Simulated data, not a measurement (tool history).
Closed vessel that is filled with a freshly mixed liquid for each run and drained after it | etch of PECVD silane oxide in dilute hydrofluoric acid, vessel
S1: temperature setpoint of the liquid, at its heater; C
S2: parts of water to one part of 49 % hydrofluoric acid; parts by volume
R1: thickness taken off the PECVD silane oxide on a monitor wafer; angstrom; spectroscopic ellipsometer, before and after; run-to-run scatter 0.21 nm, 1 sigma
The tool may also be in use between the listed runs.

{"run": 1, "hour": 0.0, "S1": 25.0, "S2": 160, "time in the liquid (s)": 75, "R1": 158.17}
{"run": 2, "hour": 7.0, "S1": 26.0, "S2": 150, "time in the liquid (s)": 75, "R1": 179.25}
{"run": 3, "hour": 14.4, "S1": 28.5, "S2": 150, "time in the liquid (s)": 75, "R1": 195.48}
{"run": 4, "hour": 19.9, "S1": 29.0, "S2": 145, "time in the liquid (s)": 75, "R1": 204.27}
{"run": 5, "hour": 25.2, "S1": 31.0, "S2": 145, "time in the liquid (s)": 75, "R1": 221.89}
{"run": 6, "hour": 31.3, "S1": 33.0, "S2": 145, "time in the liquid (s)": 75, "R1": 236.78}
{"run": 7, "hour": 39.8, "S1": 33.0, "S2": 80, "time in the liquid (s)": 75, "R1": 475.64}
{"run": 8, "hour": 43.9, "S1": 29.0, "S2": 80, "time in the liquid (s)": 75, "R1": 409.68}

Run 9 has not been measured yet. What should we expect?
{"run": 9, "hour": 46.8, "S1": 28.5, "S2": 80, "time in the liquid (s)": 75, "R1": "?"}

{"run 9": {"R1": 398.91}}

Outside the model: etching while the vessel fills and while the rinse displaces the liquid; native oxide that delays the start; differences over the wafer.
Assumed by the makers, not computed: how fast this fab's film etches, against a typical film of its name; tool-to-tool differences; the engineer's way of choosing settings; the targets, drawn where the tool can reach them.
